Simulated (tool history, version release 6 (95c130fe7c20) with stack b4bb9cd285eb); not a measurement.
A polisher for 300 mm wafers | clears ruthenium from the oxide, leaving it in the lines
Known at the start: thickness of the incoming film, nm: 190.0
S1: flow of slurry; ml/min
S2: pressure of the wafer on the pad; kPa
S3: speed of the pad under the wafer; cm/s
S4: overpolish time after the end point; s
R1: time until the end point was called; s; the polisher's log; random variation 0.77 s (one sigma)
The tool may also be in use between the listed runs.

run	hour	S1	S2	S3	S4	R1
1	0.0	160	16.5	124	7	104.130
2	4.2	160	13.8	124	7	125.610
3	9.8	165	16.5	126	7	100.180
4	11.7	175	17.9	126	7	94.829
5	12.9	175	19.3	126	7	88.164
6	14.5	175	20.7	126	7	81.332
7	22.6	175	22.1	126	7	76.044

The next listed run, before its measurement:
8	26.9	175	22.8	126	7	?

R1: 74.382 s
